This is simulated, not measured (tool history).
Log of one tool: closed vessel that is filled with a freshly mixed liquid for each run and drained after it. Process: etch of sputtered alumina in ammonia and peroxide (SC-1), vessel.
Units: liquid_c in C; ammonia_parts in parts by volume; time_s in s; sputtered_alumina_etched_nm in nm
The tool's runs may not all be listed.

run 1 hour=0.0 | liquid_c=50.0 ammonia_parts=0.45 time_s=1345 | sputtered_alumina_etched_nm=54.929
run 2 hour=5.2 | liquid_c=50.0 ammonia_parts=0.55 time_s=1345 | sputtered_alumina_etched_nm=56.550
run 3 hour=12.1 | liquid_c=50.0 ammonia_parts=0.55 time_s=1345 | sputtered_alumina_etched_nm=56.484
run 4 hour=21.0 | liquid_c=55.0 ammonia_parts=0.55 time_s=1345 | sputtered_alumina_etched_nm=73.488
run 5 hour=28.4 | liquid_c=55.0 ammonia_parts=0.45 time_s=1345 | sputtered_alumina_etched_nm=72.601
run 6 hour=33.9 | liquid_c=51.0 ammonia_parts=0.45 time_s=1345 | sputtered_alumina_etched_nm=58.465
run 7 hour=34.4 | liquid_c=50.0 ammonia_parts=0.45 time_s=1345 | sputtered_alumina_etched_nm=55.036
run 8 hour=39.9 | liquid_c=49.5 ammonia_parts=0.45 time_s=1345 | sputtered_alumina_etched_nm=53.771
run 9 hour=42.5 | liquid_c=49.0 ammonia_parts=0.45 time_s=1345 | sputtered_alumina_etched_nm=52.072
run 10 hour=50.5 | liquid_c=48.5 ammonia_parts=0.45 time_s=1345 | sputtered_alumina_etched_nm=50.402
run 11 hour=51.7 | liquid_c=48.0 ammonia_parts=0.45 time_s=1345 | sputtered_alumina_etched_nm=48.950
run 12 hour=58.2 | liquid_c=48.0 ammonia_parts=0.45 time_s=1345 | sputtered_alumina_etched_nm=49.349

The next listed run, before its measurement:
run 13 hour=64.5 | liquid_c=47.5 ammonia_parts=0.45 time_s=1345 | sputtered_alumina_etched_nm=?

sputtered_alumina_etched_nm: 48.533 nm

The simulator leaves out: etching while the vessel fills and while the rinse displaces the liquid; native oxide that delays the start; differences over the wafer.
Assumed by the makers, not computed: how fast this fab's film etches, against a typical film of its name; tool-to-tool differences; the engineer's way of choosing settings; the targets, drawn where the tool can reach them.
